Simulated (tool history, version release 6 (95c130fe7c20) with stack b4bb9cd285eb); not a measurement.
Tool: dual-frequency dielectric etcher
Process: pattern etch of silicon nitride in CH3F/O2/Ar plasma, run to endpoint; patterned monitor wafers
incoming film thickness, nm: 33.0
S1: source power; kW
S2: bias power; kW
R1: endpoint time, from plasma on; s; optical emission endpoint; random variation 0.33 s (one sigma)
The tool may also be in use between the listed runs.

{"run": 1, "hour": 0.0, "S1": 0.53, "S2": 0.056, "R1": 51.921}
{"run": 2, "hour": 0.9, "S1": 0.53, "S2": 0.065, "R1": 48.84}
{"run": 3, "hour": 5.8, "S1": 0.53, "S2": 0.074, "R1": 46.233}
{"run": 4, "hour": 9.8, "S1": 0.53, "S2": 0.078, "R1": 45.429}
{"run": 5, "hour": 11.3, "S1": 0.5, "S2": 0.073, "R1": 48.016}
{"run": 6, "hour": 13.8, "S1": 0.47, "S2": 0.07, "R1": 50.396}
{"run": 7, "hour": 18.7, "S1": 0.45, "S2": 0.067, "R1": 52.986}
{"run": 8, "hour": 19.2, "S1": 0.43, "S2": 0.066, "R1": 55.135}
{"run": 9, "hour": 21.0, "S1": 0.41, "S2": 0.066, "R1": 56.545}
{"run": 10, "hour": 23.4, "S1": 0.32, "S2": 0.056, "R1": 71.921}

Run 11 comes next. What will it give?
{"hour": 26.5, "done": "source power generator calibrated"}
{"run": 11, "hour": 26.5, "S1": 0.33, "S2": 0.056, "R1": "?"}

R1: 68.43 s
